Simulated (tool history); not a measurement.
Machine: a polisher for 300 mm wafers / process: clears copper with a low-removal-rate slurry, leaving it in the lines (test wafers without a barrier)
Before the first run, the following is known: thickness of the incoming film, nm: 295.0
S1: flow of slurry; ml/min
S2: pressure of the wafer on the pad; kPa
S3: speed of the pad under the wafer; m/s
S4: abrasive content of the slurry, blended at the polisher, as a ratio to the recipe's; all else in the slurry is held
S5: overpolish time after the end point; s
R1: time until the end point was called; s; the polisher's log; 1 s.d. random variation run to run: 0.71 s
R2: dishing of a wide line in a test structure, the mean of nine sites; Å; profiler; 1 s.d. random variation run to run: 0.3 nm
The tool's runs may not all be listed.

run	day	S1	S2	S3	S4	S5	R1	R2
1	0.000	250	16.5	1.06	1.0	21	123.730	200.58
2	0.292	250	16.5	0.84	1.0	21	152.390	177.98
3	0.596	255	19.3	0.94	1.0	21	120.510	201.76
4	0.683	255	17.9	0.94	1.0	21	126.370	197.48
5	0.908	270	20.7	1.00	1.0	21	104.820	222.66
6	1.242	270	20.7	1.00	1.0	25	103.620	238.34
7	1.404	275	22.1	1.06	1.0	23	92.344	239.29
8	1.442	275	23.4	1.10	1.0	23	82.545	246.62
9	1.488	280	24.1	1.12	1.0	23	81.038	251.04

Run 10 comes next. What will it give?
10	1.750	280	24.8	1.16	1.0	23	?	?

R1: 74.921 s
R2: 258.33 Å
